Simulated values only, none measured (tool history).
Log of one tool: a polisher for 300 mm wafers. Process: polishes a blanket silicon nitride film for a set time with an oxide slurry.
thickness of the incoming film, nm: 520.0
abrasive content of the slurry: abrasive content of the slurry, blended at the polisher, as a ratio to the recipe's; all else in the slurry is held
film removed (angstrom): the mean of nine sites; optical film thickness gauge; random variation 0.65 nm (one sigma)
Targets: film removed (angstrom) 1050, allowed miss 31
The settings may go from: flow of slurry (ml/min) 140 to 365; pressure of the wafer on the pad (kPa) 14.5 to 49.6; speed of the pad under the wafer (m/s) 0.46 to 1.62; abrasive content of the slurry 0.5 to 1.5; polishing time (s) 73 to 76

run  hour  flow of slurry (ml/min)  pressure of the wafer on the pad (kPa)  speed of the pad under the wafer (m/s)  abrasive content of the slurry  polishing time (s)  film removed (angstrom)
  1     0                      235                                    31.7                                    1.04                               1                  73                   631.95
  2   2.3                      235                                    31.7                                    1.22                               1                  73                   691.93
  3  11.2                      235                                    31.7                                     1.1                               1                  73                   653.92
  4  16.3                      235                                    31.7                                     1.1                               1                  76                   684.29
  5  19.6                      235                                    34.5                                     1.1                               1                  76                   747.27
  6  25.6                      235                                    34.5                                     1.1                             0.9                  76                   700.43
  7    28                      235                                    37.2                                     1.1                             0.9                  76                   753.52
  8  36.1                      250                                    46.2                                    1.12                             0.9                  76                   946.38
  9  40.4                      250                                    46.9                                    1.12                             0.9                  76                   982.75
 10  47.6                      250                                    47.6                                    1.12                             0.9                  76                   987.99
 11  54.8                      250                                    48.3                                    1.12                             0.9                  76                   987.23

Which of these 4 next moves meets every target?
  A    62                      225                                    49.6                                    1.08                             0.9                  76                        ?
  B    62                      220                                    48.3                                     1.1                            1.05                  73                        ?
  C    62                      320                                      49                                    1.06                            1.05                  75                        ?
  D    62                      260                                    49.6                                    1.18                            0.75                  76                        ?

move  film removed (angstrom)
   A                   988.63
   B                   1001.7
   C                   1060.5
   D                   973.49
A: as far off as the last run
B: nearer than the last run, and not there yet
C: meets every target
D: further off than the last run
Move C is the one to make.
